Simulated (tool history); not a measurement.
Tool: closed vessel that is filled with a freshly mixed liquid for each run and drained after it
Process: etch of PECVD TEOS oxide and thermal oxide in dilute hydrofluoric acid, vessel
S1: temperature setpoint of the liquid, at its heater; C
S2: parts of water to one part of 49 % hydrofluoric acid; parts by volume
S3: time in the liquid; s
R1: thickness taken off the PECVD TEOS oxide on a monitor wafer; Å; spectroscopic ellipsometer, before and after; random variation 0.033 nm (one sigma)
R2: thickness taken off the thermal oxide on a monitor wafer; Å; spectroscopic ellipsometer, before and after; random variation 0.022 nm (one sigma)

| run | hour | S1 | S2 | S3 | R1 | R2 |
|---|---|---|---|---|---|---|
| 1 | 0 | 20 | 60 | 85 | 186.89 | 62.001 |
| 2 | 1.6 | 20 | 80 | 85 | 135.83 | 45.198 |
| 3 | 3 | 20 | 80 | 60 | 95.689 | 31.424 |
| 4 | 7.9 | 20 | 80 | 95 | 152.8 | 50.895 |
| 5 | 16.3 | 19.5 | 85 | 95 | 140.19 | 45.85 |
| 6 | 23.1 | 19.5 | 90 | 95 | 131.37 | 43.983 |
| 7 | 32.3 | 19 | 95 | 95 | 120.6 | 40.445 |
| 8 | 34 | 18.5 | 100 | 95 | 111.07 | 37.377 |

Forecast run 9:
| 9 | 41.8 | 18.5 | 100 | 90 | ? | ? |

{"run 9": {"R1": 106.17, "R2": 35.299}}
